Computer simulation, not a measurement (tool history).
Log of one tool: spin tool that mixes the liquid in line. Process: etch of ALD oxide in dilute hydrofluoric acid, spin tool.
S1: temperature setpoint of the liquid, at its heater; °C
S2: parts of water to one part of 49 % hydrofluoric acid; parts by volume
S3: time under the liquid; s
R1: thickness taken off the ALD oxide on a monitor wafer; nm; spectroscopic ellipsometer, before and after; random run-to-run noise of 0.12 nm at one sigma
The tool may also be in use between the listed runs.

| run | hour | S1 | S2 | S3 | R1 |
|---|---|---|---|---|---|
| 1 | 0.0 | 20.0 | 250 | 285 | 11.893 |
| 2 | 6.7 | 21.5 | 225 | 285 | 14.375 |
| 3 | 14.4 | 22.5 | 205 | 285 | 16.720 |
| 4 | 15.3 | 22.5 | 175 | 285 | 20.096 |
| 5 | 22.3 | 23.5 | 170 | 285 | 21.679 |
| 6 | 29.6 | 26.5 | 170 | 285 | 24.252 |

The next listed run, before its measurement:
| 7 | 30.3 | 26.5 | 170 | 285 | ? |

{"run 7": {"R1": 23.993}}

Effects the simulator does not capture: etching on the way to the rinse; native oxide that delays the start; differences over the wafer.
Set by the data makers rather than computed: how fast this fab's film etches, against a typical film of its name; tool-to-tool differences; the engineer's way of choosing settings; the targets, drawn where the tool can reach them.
